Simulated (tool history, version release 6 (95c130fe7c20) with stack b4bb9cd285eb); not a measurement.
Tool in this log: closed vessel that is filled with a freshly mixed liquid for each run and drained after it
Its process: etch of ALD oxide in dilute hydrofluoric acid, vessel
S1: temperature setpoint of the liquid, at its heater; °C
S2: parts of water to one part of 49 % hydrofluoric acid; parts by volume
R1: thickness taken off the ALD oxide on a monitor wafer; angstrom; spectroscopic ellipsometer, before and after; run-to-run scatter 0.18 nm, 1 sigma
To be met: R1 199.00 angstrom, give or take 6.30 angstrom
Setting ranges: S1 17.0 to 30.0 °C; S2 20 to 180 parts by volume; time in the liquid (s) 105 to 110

{"run": 1, "day": 0.0, "S1": 22.0, "S2": 100, "time in the liquid (s)": 105, "R1": 315.35}
{"run": 2, "day": 0.196, "S1": 22.0, "S2": 100, "time in the liquid (s)": 105, "R1": 308.86}
{"run": 3, "day": 0.504, "S1": 21.0, "S2": 105, "time in the liquid (s)": 105, "R1": 285.35}
{"run": 4, "day": 0.729, "S1": 21.0, "S2": 90, "time in the liquid (s)": 105, "R1": 339.28}
{"run": 5, "day": 0.992, "S1": 21.0, "S2": 70, "time in the liquid (s)": 105, "R1": 443.07}
{"run": 6, "day": 1.35, "S1": 20.5, "S2": 80, "time in the liquid (s)": 105, "R1": 378.89}
{"run": 7, "day": 1.583, "S1": 20.0, "S2": 90, "time in the liquid (s)": 105, "R1": 327.89}
{"run": 8, "day": 1.838, "S1": 19.5, "S2": 95, "time in the liquid (s)": 105, "R1": 301.89}
{"run": 9, "day": 2.038, "S1": 17.0, "S2": 130, "time in the liquid (s)": 105, "R1": 188.18}

Consider the 4 candidate settings below. Which is the only one whose results all fall within their allowed miss of target?
{"run": "A", "day": 2.238, "S1": 17.5, "S2": 135, "time in the liquid (s)": 110, "R1": "?"}
{"run": "B", "day": 2.238, "S1": 17.0, "S2": 135, "time in the liquid (s)": 105, "R1": "?"}
{"run": "C", "day": 2.238, "S1": 17.0, "S2": 140, "time in the liquid (s)": 110, "R1": "?"}
{"run": "D", "day": 2.238, "S1": 18.5, "S2": 150, "time in the liquid (s)": 110, "R1": "?"}

move=A R1=194.85
move=B R1=182.19
move=C R1=183.15
move=D R1=179.93
A: hits every target within its allowed miss
B: its largest miss is bigger than the last run's
C: its largest miss is bigger than the last run's
D: its largest miss is bigger than the last run's
A meets every target.
